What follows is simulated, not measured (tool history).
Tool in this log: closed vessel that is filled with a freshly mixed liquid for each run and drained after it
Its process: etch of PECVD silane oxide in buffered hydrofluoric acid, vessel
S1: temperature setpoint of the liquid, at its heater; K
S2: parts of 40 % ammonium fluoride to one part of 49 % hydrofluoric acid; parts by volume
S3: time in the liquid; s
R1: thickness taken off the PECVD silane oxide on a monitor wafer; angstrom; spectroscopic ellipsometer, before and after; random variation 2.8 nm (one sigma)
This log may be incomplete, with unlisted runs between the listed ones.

run	hour	S1	S2	S3	R1
1	0.0	294.15	13.0	100	1642.4
2	2.0	295.15	12.0	100	1873.6
3	9.7	295.15	12.0	100	1892.1
4	10.6	296.15	11.0	100	2165.2
5	17.5	297.15	10.0	100	2481.1
6	23.3	297.15	10.0	100	2525.6
7	30.5	297.65	9.5	100	2674.6
8	31.8	298.15	9.0	100	2809.8
9	38.0	298.15	9.0	100	2823.4

Predict the results of run 10:
10	44.1	298.65	8.5	100	?

{"run 10": {"R1": 3128.6}}

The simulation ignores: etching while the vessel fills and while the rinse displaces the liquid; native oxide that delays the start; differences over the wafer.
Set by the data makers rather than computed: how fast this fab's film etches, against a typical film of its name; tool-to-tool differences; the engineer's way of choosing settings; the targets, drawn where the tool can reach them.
